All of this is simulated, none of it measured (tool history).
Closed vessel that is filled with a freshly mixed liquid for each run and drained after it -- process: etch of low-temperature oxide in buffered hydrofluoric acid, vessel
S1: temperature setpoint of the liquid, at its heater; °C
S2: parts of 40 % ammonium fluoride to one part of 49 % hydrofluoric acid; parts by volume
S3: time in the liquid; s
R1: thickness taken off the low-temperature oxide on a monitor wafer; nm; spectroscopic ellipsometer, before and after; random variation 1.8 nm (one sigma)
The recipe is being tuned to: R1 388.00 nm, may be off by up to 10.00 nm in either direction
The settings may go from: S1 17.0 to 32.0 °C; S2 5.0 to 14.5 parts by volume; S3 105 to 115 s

run,day,S1,S2,S3,R1
1,0.000,24.0,9.0,105,519.31
2,0.079,22.0,9.0,105,466.77
3,0.312,22.0,9.0,115,511.58
4,0.496,22.0,9.0,115,506.88
5,0.725,18.5,9.0,115,420.99
6,0.804,18.5,11.5,115,344.57
7,1.108,19.0,11.5,115,351.69
8,1.483,19.5,11.5,115,362.78

Which one of the following 4 next-run settings gets every result inside its allowed miss? There is exactly one.
A,1.858,21.5,11.5,115,?
B,1.858,22.5,12.5,105,?
C,1.858,20.5,10.5,110,?
D,1.858,19.0,10.5,115,?

move,R1
A,409.14
B,363.88
C,404.52
D,388.79
A: pushes the last run's worst result past its target
B: about the same distance from the targets as the last run
C: pushes the last run's worst result past its target
D: all results land within tolerance of their targets
So the answer is move D, the one that meets all the targets.
